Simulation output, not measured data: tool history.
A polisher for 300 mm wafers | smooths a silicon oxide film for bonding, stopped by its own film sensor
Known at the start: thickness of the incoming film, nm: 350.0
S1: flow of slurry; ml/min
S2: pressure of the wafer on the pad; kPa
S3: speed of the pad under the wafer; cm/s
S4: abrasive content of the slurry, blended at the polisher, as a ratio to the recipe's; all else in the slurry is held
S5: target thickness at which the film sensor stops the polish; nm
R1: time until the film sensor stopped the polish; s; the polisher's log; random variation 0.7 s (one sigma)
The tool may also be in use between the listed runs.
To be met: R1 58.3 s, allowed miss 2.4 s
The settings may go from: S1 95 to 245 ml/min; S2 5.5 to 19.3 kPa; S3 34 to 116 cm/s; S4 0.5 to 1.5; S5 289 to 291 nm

run 1 hour=0 | S1=155 S2=12.4 S3=74 S4=1 S5=291 | R1=115.38
run 2 hour=8 | S1=155 S2=9.7 S3=74 S4=1 S5=291 | R1=144.61
run 3 hour=10.9 | S1=155 S2=9.7 S3=74 S4=1 S5=291 | R1=141.75
run 4 hour=17.5 | S1=155 S2=11 S3=76 S4=1 S5=291 | R1=126.97
run 5 hour=25.4 | S1=155 S2=12.4 S3=78 S4=1 S5=291 | R1=111.67
run 6 hour=31.4 | S1=155 S2=13.1 S3=80 S4=1 S5=291 | R1=104.83
run 7 hour=35.4 | S1=155 S2=13.8 S3=82 S4=1 S5=291 | R1=96.511
run 8 hour=43.1 | S1=155 S2=14.5 S3=82 S4=1 S5=291 | R1=89.852
run 9 hour=45.8 | S1=155 S2=15.2 S3=82 S4=1 S5=291 | R1=88.166
run 10 hour=53.5 | S1=155 S2=15.9 S3=84 S4=1 S5=291 | R1=82.46
run 11 hour=60 | S1=155 S2=16.5 S3=86 S4=1 S5=291 | R1=78.643
run 12 hour=65.7 | S1=155 S2=17.2 S3=88 S4=1 S5=291 | R1=75.589
run 13 hour=68.6 | S1=155 S2=17.2 S3=90 S4=1 S5=291 | R1=75.261
run 14 hour=69.9 | S1=155 S2=17.2 S3=92 S4=1 S5=291 | R1=72.638
run 15 hour=74.7 | S1=155 S2=17.2 S3=94 S4=1 S5=291 | R1=73.229
run 16 hour=80.5 | S1=155 S2=17.2 S3=96 S4=1 S5=291 | R1=69.836
run 17 hour=87.1 | S1=160 S2=18.6 S3=98 S4=1 S5=291 | R1=64.555
run 18 hour=91.9 | S1=160 S2=18.6 S3=98 S4=1 S5=291 | R1=63.988
run 19 hour=94.5 | S1=160 S2=19.3 S3=102 S4=1 S5=291 | R1=60.623

5 next moves are on the table. One of them brings every result within its allowed miss. Which?
run A hour=97.1 | S1=175 S2=18.6 S3=98 S4=0.95 S5=291 | R1=?
run B hour=97.1 | S1=140 S2=19.3 S3=116 S4=1.15 S5=291 | R1=?
run C hour=97.1 | S1=165 S2=19.3 S3=102 S4=1.2 S5=289 | R1=?
run D hour=97.1 | S1=160 S2=18.6 S3=108 S4=0.95 S5=290 | R1=?
run E hour=97.1 | S1=155 S2=19.3 S3=98 S4=1 S5=289 | R1=?

move=A R1=64.823
move=B R1=53.227
move=C R1=56.644
move=D R1=63.069
move=E R1=64.215
A: further off than the last run
B: takes the result that was furthest off past its target
C: meets every target
D: further off than the last run
E: further off than the last run
Move C is the one to make.
